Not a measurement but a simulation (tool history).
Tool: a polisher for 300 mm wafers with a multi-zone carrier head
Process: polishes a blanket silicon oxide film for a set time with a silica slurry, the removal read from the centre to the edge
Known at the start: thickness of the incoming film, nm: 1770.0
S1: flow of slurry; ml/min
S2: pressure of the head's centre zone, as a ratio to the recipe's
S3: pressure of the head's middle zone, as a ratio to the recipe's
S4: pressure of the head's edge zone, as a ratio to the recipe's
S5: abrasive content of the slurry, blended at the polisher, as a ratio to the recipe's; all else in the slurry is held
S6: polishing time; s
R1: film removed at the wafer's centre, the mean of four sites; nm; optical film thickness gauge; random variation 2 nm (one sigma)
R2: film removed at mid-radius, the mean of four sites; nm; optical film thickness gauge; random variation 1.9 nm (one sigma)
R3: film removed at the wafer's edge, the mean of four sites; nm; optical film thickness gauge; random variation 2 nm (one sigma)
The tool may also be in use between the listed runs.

| run | hour | S1 | S2 | S3 | S4 | S5 | S6 | R1 | R2 | R3 |
|---|---|---|---|---|---|---|---|---|---|---|
| 1 | 0.0 | 285 | 1.00 | 1.00 | 1.00 | 1.00 | 47 | 221.04 | 227.18 | 219.69 |
| 2 | 1.1 | 285 | 1.06 | 1.00 | 1.00 | 1.00 | 47 | 232.98 | 225.51 | 219.71 |
| 3 | 3.6 | 285 | 1.06 | 1.08 | 1.00 | 1.00 | 47 | 236.64 | 241.97 | 223.65 |
| 4 | 8.7 | 285 | 1.06 | 1.08 | 1.00 | 1.00 | 56 | 288.88 | 292.55 | 264.03 |
| 5 | 15.7 | 345 | 1.06 | 1.08 | 1.00 | 1.00 | 56 | 293.00 | 290.15 | 269.31 |
| 6 | 19.8 | 340 | 1.04 | 1.06 | 0.99 | 0.95 | 56 | 278.34 | 281.52 | 262.24 |
| 7 | 25.8 | 340 | 1.02 | 1.04 | 0.98 | 0.90 | 56 | 267.80 | 269.79 | 252.19 |

Forecast run 8:
| 8 | 28.9 | 270 | 0.92 | 0.94 | 0.94 | 0.65 | 55 | ? | ? | ? |

Run 8 gave R1 199.25 nm, R2 210.01 nm, R3 210.71 nm.

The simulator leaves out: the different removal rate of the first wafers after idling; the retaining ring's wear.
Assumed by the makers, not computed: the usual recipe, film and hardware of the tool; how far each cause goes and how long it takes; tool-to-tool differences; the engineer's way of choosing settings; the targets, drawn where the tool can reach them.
